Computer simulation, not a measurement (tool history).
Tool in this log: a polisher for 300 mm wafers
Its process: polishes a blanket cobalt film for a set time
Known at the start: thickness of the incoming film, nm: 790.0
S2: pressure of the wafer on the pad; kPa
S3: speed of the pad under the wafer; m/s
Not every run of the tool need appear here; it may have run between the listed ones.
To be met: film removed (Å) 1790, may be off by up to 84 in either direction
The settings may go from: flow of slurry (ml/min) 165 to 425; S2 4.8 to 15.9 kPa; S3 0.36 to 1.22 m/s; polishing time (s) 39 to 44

run 1 day=0 | flow_of_slurry_(ml/min)=275 S2=10.3 S3=0.78 polishing_time_(s)=44 | film_removed_(Å)=1117.4
run 2 day=0.338 | flow_of_slurry_(ml/min)=275 S2=11.7 S3=0.78 polishing_time_(s)=44 | film_removed_(Å)=1271.6
run 3 day=0.679 | flow_of_slurry_(ml/min)=275 S2=13.1 S3=0.78 polishing_time_(s)=44 | film_removed_(Å)=1399.2
run 4 day=0.892 | flow_of_slurry_(ml/min)=275 S2=13.1 S3=0.66 polishing_time_(s)=44 | film_removed_(Å)=1205.5
run 5 day=1.038 | flow_of_slurry_(ml/min)=330 S2=13.1 S3=0.66 polishing_time_(s)=44 | film_removed_(Å)=1217.9
run 6 day=1.238 | flow_of_slurry_(ml/min)=330 S2=13.8 S3=0.7 polishing_time_(s)=44 | film_removed_(Å)=1331.4
-- day=1.45 worn pad replaced by a new one
run 7 day=1.45 | flow_of_slurry_(ml/min)=330 S2=14.5 S3=0.74 polishing_time_(s)=44 | film_removed_(Å)=1719
run 8 day=1.558 | flow_of_slurry_(ml/min)=335 S2=14.5 S3=0.74 polishing_time_(s)=44 | film_removed_(Å)=1709
run 9 day=1.642 | flow_of_slurry_(ml/min)=340 S2=14.5 S3=0.74 polishing_time_(s)=44 | film_removed_(Å)=1712.4

Which one of the following 5 next-run settings gets every result inside its allowed miss? There is exactly one.
run A day=1.725 | flow_of_slurry_(ml/min)=350 S2=15.2 S3=0.82 polishing_time_(s)=41 | film_removed_(Å)=?
run B day=1.725 | flow_of_slurry_(ml/min)=360 S2=13.8 S3=0.78 polishing_time_(s)=41 | film_removed_(Å)=?
run C day=1.725 | flow_of_slurry_(ml/min)=395 S2=14.5 S3=0.7 polishing_time_(s)=44 | film_removed_(Å)=?
run D day=1.725 | flow_of_slurry_(ml/min)=415 S2=15.9 S3=0.64 polishing_time_(s)=44 | film_removed_(Å)=?
run E day=1.725 | flow_of_slurry_(ml/min)=375 S2=15.9 S3=0.72 polishing_time_(s)=39 | film_removed_(Å)=?

move=A film_removed_(Å)=1769.9
move=B film_removed_(Å)=1539.4
move=C film_removed_(Å)=1571.3
move=D film_removed_(Å)=1580.8
move=E film_removed_(Å)=1558.6
A: all results in spec
B: further off than the last run
C: further off than the last run
D: further off than the last run
E: further off than the last run
A is the move that brings every result within its allowed miss.
